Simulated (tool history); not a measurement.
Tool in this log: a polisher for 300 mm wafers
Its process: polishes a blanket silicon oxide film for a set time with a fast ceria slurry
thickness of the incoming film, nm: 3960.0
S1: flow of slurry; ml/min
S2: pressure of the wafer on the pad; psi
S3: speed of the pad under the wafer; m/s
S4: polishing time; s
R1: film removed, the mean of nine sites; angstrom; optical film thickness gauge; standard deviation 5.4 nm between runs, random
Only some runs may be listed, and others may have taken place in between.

run	hour	S1	S2	S3	S4	R1
1	0	160	2.9	0.78	50	6790.8
2	6.1	140	2.9	0.78	50	6596.2
3	12.4	140	2.2	0.78	50	5367.3
4	14.4	140	2.5	0.78	50	5913
5	20.8	140	2.8	0.78	50	6480.6
6	22.4	140	2.6	0.76	50	5920.7
7	29.8	140	2.4	0.74	50	5383.3
8	37.3	140	2.2	0.74	50	5143.6
9	43.5	140	2.1	0.74	50	4871
10	51.3	140	2	0.74	50	4829.8
11	56.8	140	1.3	0.68	50	3431.3
12	61	140	1.4	0.68	50	3420.6

Expected results for the next run?
13	66.6	145	1.7	0.68	50	?

{"run 13": {"R1": 3980.1}}
